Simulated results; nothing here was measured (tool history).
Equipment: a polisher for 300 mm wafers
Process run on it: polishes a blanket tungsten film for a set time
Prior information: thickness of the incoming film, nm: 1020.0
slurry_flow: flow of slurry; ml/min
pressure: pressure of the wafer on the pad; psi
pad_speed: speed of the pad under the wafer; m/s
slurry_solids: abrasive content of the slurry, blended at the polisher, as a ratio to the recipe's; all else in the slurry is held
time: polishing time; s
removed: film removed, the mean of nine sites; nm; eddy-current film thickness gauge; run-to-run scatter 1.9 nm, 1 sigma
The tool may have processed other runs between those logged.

run  hour  slurry_flow  pressure  pad_speed  slurry_solids  time  removed
  1     0          235       3.1       1.16              1    26   115.82
  2   0.9          235       3.1       1.16              1    26   116.05
  3     4          235       3.1       1.38              1    26   137.46
  4  11.9          240       3.5       1.38              1    26   154.77
  5  12.5          265       3.5       1.38              1    26   157.75
     21.2  -- worn pad replaced by a new one
  6  21.2          270       3.8       1.38              1    26   190.33

The next listed run, before its measurement:
  7  29.1          290       3.9       1.38              1    26        ?

{"run 7": {"removed": 195.23}}

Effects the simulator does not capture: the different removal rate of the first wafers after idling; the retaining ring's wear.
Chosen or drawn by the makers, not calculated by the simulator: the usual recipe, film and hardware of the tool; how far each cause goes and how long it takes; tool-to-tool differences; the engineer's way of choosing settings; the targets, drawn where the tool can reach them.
